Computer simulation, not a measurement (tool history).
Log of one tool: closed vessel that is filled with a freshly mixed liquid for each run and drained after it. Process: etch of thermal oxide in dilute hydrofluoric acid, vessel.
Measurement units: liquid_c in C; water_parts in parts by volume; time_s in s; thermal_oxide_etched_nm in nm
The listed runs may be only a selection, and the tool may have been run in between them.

{"run": 1, "day": 0.0, "liquid_c": 23.0, "water_parts": 160, "time_s": 270, "thermal_oxide_etched_nm": 7.1469}
{"run": 2, "day": 0.079, "liquid_c": 24.0, "water_parts": 160, "time_s": 270, "thermal_oxide_etched_nm": 7.4184}
{"run": 3, "day": 0.438, "liquid_c": 24.5, "water_parts": 160, "time_s": 270, "thermal_oxide_etched_nm": 7.551}
{"run": 4, "day": 0.692, "liquid_c": 24.5, "water_parts": 160, "time_s": 195, "thermal_oxide_etched_nm": 5.5133}
{"run": 5, "day": 0.888, "liquid_c": 24.5, "water_parts": 145, "time_s": 195, "thermal_oxide_etched_nm": 6.0209}
{"run": 6, "day": 0.996, "liquid_c": 27.0, "water_parts": 145, "time_s": 195, "thermal_oxide_etched_nm": 6.7317}

Estimate the outcome of run 7 from the log above:
{"run": 7, "day": 1.083, "liquid_c": 28.0, "water_parts": 140, "time_s": 195, "thermal_oxide_etched_nm": "?"}

thermal_oxide_etched_nm: 7.4229 nm
